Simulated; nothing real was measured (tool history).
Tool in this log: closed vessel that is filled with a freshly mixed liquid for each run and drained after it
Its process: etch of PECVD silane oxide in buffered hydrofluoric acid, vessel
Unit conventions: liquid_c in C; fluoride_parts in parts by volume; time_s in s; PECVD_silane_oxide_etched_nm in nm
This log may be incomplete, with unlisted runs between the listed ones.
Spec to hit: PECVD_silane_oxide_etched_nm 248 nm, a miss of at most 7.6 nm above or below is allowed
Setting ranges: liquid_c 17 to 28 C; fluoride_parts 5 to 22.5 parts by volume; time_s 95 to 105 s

run	hour	liquid_c	fluoride_parts	time_s	PECVD_silane_oxide_etched_nm
1	0	20	13.5	95	119.43
2	1.8	20	15.5	95	105.41
3	3.2	22	14	95	128.68
4	5.3	20	14	95	116.57
5	11.5	17	14	95	98.791
6	18.3	20	12.5	95	131.4
7	22.6	22	11.5	95	159.79
8	28	23.5	11	95	177.89
9	32.1	24.5	10.5	95	196.69

Of the 4 settings listed for the next run, only one would bring every result within its allowed miss of target. Which one?
A	36.2	23.5	8	105	?
B	36.2	23.5	8.5	105	?
C	36.2	24.5	10	100	?
D	36.2	23	7.5	105	?

move	PECVD_silane_oxide_etched_nm
A	262.22
B	245.55
C	217.21
D	273.59
A: takes the result that was furthest off past its target
B: all results in spec
C: better than the last run, though not everything is in spec
D: takes the result that was furthest off past its target
So the answer is move B, the one that meets all the targets.
